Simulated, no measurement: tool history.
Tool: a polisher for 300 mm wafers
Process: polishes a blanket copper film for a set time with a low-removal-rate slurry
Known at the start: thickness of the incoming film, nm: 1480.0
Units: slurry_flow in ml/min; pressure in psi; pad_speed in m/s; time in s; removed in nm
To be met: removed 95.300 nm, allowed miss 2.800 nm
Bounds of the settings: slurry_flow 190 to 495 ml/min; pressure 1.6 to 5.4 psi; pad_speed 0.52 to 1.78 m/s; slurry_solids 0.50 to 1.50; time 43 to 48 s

run    day  slurry_flow  pressure  pad_speed  slurry_solids  time  removed
  1  0.000          320       3.5       1.14           1.00    48  226.650
  2  0.046          320       3.3       1.10           1.00    48  208.850
  3  0.183          320       3.1       1.06           1.00    48  190.360
  4  0.275          395       3.1       1.06           1.00    48  195.330
  5  0.500          395       2.9       1.02           1.00    48  177.900
  6  0.604          395       2.7       0.98           1.00    48  161.560
  7  0.854          395       2.6       0.96           1.00    48  153.680
  8  1.067          395       2.5       0.94           1.00    48  144.980
  9  1.154          390       1.6       0.74           1.00    48   81.956
 10  1.471          400       1.6       0.74           1.00    48   80.944
 11  1.688          400       2.3       0.74           1.00    48  114.150
 12  1.892          385       2.3       0.74           1.00    48  112.450
 13  2.192          335       1.7       0.74           1.00    48   85.372

Which of these 5 next moves meets every target?
  A  2.492          335       2.1       0.76           0.90    47        ?
  B  2.492          400       2.4       0.58           1.00    48        ?
  C  2.492          355       1.7       0.62           1.00    45        ?
  D  2.492          340       2.1       0.78           0.85    43        ?
  E  2.492          370       1.7       0.60           0.95    45        ?

move  removed
   A  101.320
   B  103.040
   C   71.809
   D   93.449
   E   70.067
A: takes the result that was furthest off past its target
B: takes the result that was furthest off past its target
C: further off than the last run
D: meets every target
E: further off than the last run
Move D is the one to make.

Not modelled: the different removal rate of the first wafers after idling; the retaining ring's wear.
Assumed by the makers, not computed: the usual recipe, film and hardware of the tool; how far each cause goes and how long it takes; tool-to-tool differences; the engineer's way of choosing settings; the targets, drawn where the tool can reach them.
